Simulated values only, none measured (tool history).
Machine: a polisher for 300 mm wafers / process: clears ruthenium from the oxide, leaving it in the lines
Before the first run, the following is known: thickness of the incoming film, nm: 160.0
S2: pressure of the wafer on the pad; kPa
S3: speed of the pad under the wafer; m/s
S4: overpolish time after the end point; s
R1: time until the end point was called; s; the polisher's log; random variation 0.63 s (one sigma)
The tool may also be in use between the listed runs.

Run 1, day 0: flow of slurry (ml/min) 225, S2 18.6 kPa, S3 1.16 m/s, S4 27 s. Result: R1 84.317 s.
Run 2, day 0.329: flow of slurry (ml/min) 225, S2 20.7 kPa, S3 1.16 m/s, S4 27 s. Result: R1 79.382 s.
Run 3, day 0.558: flow of slurry (ml/min) 225, S2 22.8 kPa, S3 1.2 m/s, S4 27 s. Result: R1 68.352 s.
Run 4, day 0.596: flow of slurry (ml/min) 275, S2 22.8 kPa, S3 1.2 m/s, S4 27 s. Result: R1 67.84 s.
Run 5, day 0.642: flow of slurry (ml/min) 275, S2 22.8 kPa, S3 1.2 m/s, S4 29 s. Result: R1 67.82 s.
Run 6, day 0.738: flow of slurry (ml/min) 275, S2 22.8 kPa, S3 1.2 m/s, S4 27 s. Result: R1 67.846 s.
Run 7, day 1: flow of slurry (ml/min) 275, S2 24.1 kPa, S3 1.2 m/s, S4 27 s. Result: R1 64.65 s.

Run 8 comes next. What will it give?
Run 8, day 1.321: flow of slurry (ml/min) 275, S2 25.5 kPa, S3 1.22 m/s, S4 27 s. Result: R1 ?.

R1: 61.357 s

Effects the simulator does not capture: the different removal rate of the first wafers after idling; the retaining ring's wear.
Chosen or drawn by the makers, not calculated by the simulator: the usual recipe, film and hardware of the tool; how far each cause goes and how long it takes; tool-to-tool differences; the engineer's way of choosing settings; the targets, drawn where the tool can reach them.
